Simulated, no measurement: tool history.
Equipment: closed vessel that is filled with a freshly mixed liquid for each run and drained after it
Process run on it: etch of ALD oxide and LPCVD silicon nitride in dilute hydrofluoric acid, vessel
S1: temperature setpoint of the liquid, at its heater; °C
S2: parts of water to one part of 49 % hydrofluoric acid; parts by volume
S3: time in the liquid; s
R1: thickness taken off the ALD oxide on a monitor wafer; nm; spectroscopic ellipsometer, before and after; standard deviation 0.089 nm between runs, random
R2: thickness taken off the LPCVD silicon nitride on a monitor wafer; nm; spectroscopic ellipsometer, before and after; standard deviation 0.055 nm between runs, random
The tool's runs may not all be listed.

{"run": 1, "hour": 0.0, "S1": 23.0, "S2": 160, "S3": 75, "R1": 8.0408, "R2": 0.25968}
{"run": 2, "hour": 5.0, "S1": 25.0, "S2": 150, "S3": 75, "R1": 9.4584, "R2": 0.32092}
{"run": 3, "hour": 6.7, "S1": 25.0, "S2": 150, "S3": 90, "R1": 11.2, "R2": 0.29391}
{"run": 4, "hour": 15.7, "S1": 25.0, "S2": 180, "S3": 90, "R1": 9.0573, "R2": 0.23986}
{"run": 5, "hour": 24.5, "S1": 27.0, "S2": 175, "S3": 90, "R1": 10.065, "R2": 0.27797}
{"run": 6, "hour": 29.0, "S1": 28.0, "S2": 170, "S3": 90, "R1": 10.906, "R2": 0.34087}
{"run": 7, "hour": 32.6, "S1": 28.5, "S2": 165, "S3": 90, "R1": 11.495, "R2": 0.38567}
{"run": 8, "hour": 34.4, "S1": 29.0, "S2": 160, "S3": 90, "R1": 12.084, "R2": 0.51713}
{"run": 9, "hour": 40.2, "S1": 28.5, "S2": 155, "S3": 90, "R1": 12.527, "R2": 0.48653}
{"run": 10, "hour": 43.1, "S1": 28.5, "S2": 150, "S3": 90, "R1": 12.859, "R2": 0.36944}

The next listed run, before its measurement:
{"run": 11, "hour": 44.0, "S1": 29.0, "S2": 150, "S3": 90, "R1": "?", "R2": "?"}

{"run 11": {"R1": 13.146, "R2": 0.50694}}
